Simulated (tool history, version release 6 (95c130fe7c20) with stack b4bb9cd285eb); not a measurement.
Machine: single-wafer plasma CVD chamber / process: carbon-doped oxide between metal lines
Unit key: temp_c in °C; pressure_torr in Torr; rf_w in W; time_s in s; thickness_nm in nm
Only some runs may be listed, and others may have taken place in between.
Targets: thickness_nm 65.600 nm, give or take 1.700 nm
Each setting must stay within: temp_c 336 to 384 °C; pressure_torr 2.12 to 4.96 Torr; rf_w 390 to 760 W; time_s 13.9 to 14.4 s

run  hour  temp_c  pressure_torr  rf_w  time_s  thickness_nm
  1   0.0     360           3.54   575    13.9        73.424
  2   2.2     361           3.50   565    13.9        72.356
  3   6.1     362           3.46   555    13.9        71.450
  4   7.2     362           3.46   555    13.9        71.264
  5  13.2     362           3.46   515    13.9        68.450
  6  14.9     362           3.46   560    13.9        71.802
  7  16.6     362           3.43   550    13.9        70.634
  8  21.3     363           3.37   545    13.9        70.126
  9  22.1     364           3.33   540    13.9        69.537
 10  28.0     364           3.30   535    13.9        69.002
     30.5  -- thermocouple changed; heater temperature recalibrated
 11  30.5     364           3.27   530    13.9        68.247

Below are 4 possible settings for the next run. Only one of them brings all results inside the allowed miss of their targets. Which is it?
  A  33.0     375           3.37   520    13.9             ?
  B  33.0     342           3.65   470    14.2             ?
  C  33.0     361           3.11   500    14.3             ?
  D  33.0     360           3.42   535    14.4             ?

move  thickness_nm
   A        66.261
   B        70.767
   C        68.260
   D        72.280
A: every result within its allowed miss
B: moves away from the targets compared with the last run
C: no better and no worse than the last run
D: moves away from the targets compared with the last run
Answer: A
